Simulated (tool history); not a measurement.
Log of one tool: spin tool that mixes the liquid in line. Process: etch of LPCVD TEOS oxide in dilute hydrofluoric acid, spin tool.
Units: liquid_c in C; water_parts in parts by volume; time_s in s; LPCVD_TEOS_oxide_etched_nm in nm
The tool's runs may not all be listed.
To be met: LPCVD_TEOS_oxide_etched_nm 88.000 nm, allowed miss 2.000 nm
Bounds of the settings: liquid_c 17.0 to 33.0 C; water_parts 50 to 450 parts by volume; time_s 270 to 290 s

run	hour	liquid_c	water_parts	time_s	LPCVD_TEOS_oxide_etched_nm
1	0.0	25.0	250	270	34.768
2	3.8	22.0	250	270	31.460
3	4.4	25.5	205	270	45.756
4	12.4	28.0	180	270	58.638
5	20.7	26.5	180	270	55.859
6	24.4	26.5	235	270	40.138
# hour 29.9: hydrofluoric acid flow meter replaced
7	29.9	28.5	200	270	59.708
8	34.8	32.5	190	270	73.704
9	42.3	32.5	180	270	78.081
10	47.3	32.5	175	270	80.541
11	53.6	32.5	170	270	83.026

Which of these 5 next moves meets every target?
A	59.9	28.0	160	275	?
B	59.9	33.0	195	290	?
C	59.9	29.0	170	290	?
D	59.9	31.5	160	270	?
E	59.9	31.5	175	270	?

move	LPCVD_TEOS_oxide_etched_nm
A	78.674
B	77.542
C	79.956
D	87.541
E	78.466
A: further off than the last run
B: further off than the last run
C: further off than the last run
D: meets every target
E: further off than the last run
Answer: D
